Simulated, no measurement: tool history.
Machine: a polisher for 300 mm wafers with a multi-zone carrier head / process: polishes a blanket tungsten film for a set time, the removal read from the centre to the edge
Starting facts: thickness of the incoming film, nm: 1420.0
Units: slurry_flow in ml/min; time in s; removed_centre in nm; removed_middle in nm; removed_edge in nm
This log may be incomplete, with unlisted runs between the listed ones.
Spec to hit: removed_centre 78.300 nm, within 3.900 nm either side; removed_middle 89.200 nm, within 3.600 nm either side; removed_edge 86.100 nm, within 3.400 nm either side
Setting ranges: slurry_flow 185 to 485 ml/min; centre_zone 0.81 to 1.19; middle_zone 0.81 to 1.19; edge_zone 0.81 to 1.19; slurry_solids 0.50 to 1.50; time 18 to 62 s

Run 1, hour 0.0: slurry_flow 310 ml/min, centre_zone 1.00, middle_zone 1.00, edge_zone 1.00, slurry_solids 1.00, time 40 s. Result: removed_centre 164.450 nm, removed_middle 158.920 nm, removed_edge 162.300 nm.
Run 2, hour 2.0: slurry_flow 310 ml/min, centre_zone 1.00, middle_zone 1.04, edge_zone 1.00, slurry_solids 1.00, time 40 s. Result: removed_centre 163.910 nm, removed_middle 164.880 nm, removed_edge 162.090 nm.
Run 3, hour 6.1: slurry_flow 305 ml/min, centre_zone 0.96, middle_zone 1.03, edge_zone 0.97, slurry_solids 0.85, time 34 s. Result: removed_centre 127.040 nm, removed_middle 136.720 nm, removed_edge 132.220 nm.
Run 4, hour 10.5: slurry_flow 305 ml/min, centre_zone 0.95, middle_zone 1.01, edge_zone 0.95, slurry_solids 0.75, time 30 s. Result: removed_centre 111.940 nm, removed_middle 114.420 nm, removed_edge 112.480 nm.
Run 5, hour 14.6: slurry_flow 300 ml/min, centre_zone 0.91, middle_zone 1.00, edge_zone 0.93, slurry_solids 0.70, time 28 s. Result: removed_centre 96.619 nm, removed_middle 104.010 nm, removed_edge 102.350 nm.
Run 6, hour 20.9: slurry_flow 300 ml/min, centre_zone 0.89, middle_zone 0.99, edge_zone 0.90, slurry_solids 0.65, time 28 s. Result: removed_centre 92.158 nm, removed_middle 100.220 nm, removed_edge 101.130 nm.
Run 7, hour 29.1: slurry_flow 300 ml/min, centre_zone 0.89, middle_zone 1.00, edge_zone 0.89, slurry_solids 0.60, time 27 s. Result: removed_centre 89.660 nm, removed_middle 96.521 nm, removed_edge 94.606 nm.
Run 8, hour 30.8: slurry_flow 295 ml/min, centre_zone 0.87, middle_zone 1.00, edge_zone 0.87, slurry_solids 0.55, time 27 s. Result: removed_centre 86.275 nm, removed_middle 93.464 nm, removed_edge 90.169 nm.
Run 9, hour 38.3: slurry_flow 290 ml/min, centre_zone 0.85, middle_zone 1.00, edge_zone 0.86, slurry_solids 0.55, time 27 s. Result: removed_centre 84.394 nm, removed_middle 96.177 nm, removed_edge 90.507 nm.
Run 10, hour 43.8: slurry_flow 290 ml/min, centre_zone 0.84, middle_zone 0.99, edge_zone 0.85, slurry_solids 0.55, time 27 s. Result: removed_centre 82.440 nm, removed_middle 93.816 nm, removed_edge 90.465 nm.
Run 11, hour 45.5: slurry_flow 290 ml/min, centre_zone 0.84, middle_zone 0.99, edge_zone 0.84, slurry_solids 0.55, time 27 s. Result: removed_centre 83.103 nm, removed_middle 92.926 nm, removed_edge 88.847 nm.
Run 12, hour 47.7: slurry_flow 280 ml/min, centre_zone 0.81, middle_zone 0.97, edge_zone 0.83, slurry_solids 0.50, time 26 s. Result: removed_centre 73.383 nm, removed_middle 86.236 nm, removed_edge 82.784 nm.

Below are 5 possible settings for the next run. Only one of them brings all results inside the allowed miss of their targets. Which is it?
Run A, hour 49.9: slurry_flow 325 ml/min, centre_zone 0.91, middle_zone 0.85, edge_zone 0.85, slurry_solids 0.55, time 24 s. Result: removed_centre ?, removed_middle ?, removed_edge ?.
Run B, hour 49.9: slurry_flow 330 ml/min, centre_zone 0.81, middle_zone 0.99, edge_zone 1.01, slurry_solids 0.55, time 23 s. Result: removed_centre ?, removed_middle ?, removed_edge ?.
Run C, hour 49.9: slurry_flow 305 ml/min, centre_zone 0.81, middle_zone 1.06, edge_zone 0.83, slurry_solids 0.70, time 22 s. Result: removed_centre ?, removed_middle ?, removed_edge ?.
Run D, hour 49.9: slurry_flow 380 ml/min, centre_zone 0.85, middle_zone 1.00, edge_zone 0.89, slurry_solids 0.55, time 25 s. Result: removed_centre ?, removed_middle ?, removed_edge ?.
Run E, hour 49.9: slurry_flow 250 ml/min, centre_zone 0.87, middle_zone 1.04, edge_zone 0.83, slurry_solids 0.65, time 23 s. Result: removed_centre ?, removed_middle ?, removed_edge ?.

move  removed_centre  removed_middle  removed_edge
   A          78.949          75.047        79.898
   B          67.424          81.768        82.888
   C          67.549          86.833        75.870
   D          77.783          90.519        85.524
   E          73.353          86.453        77.113
A: the worst result of the last run now meets its target, but another is out of spec
B: lands further from the targets than the last run did
C: lands further from the targets than the last run did
D: each result inside its tolerance
E: lands further from the targets than the last run did
The move that meets every target is D.
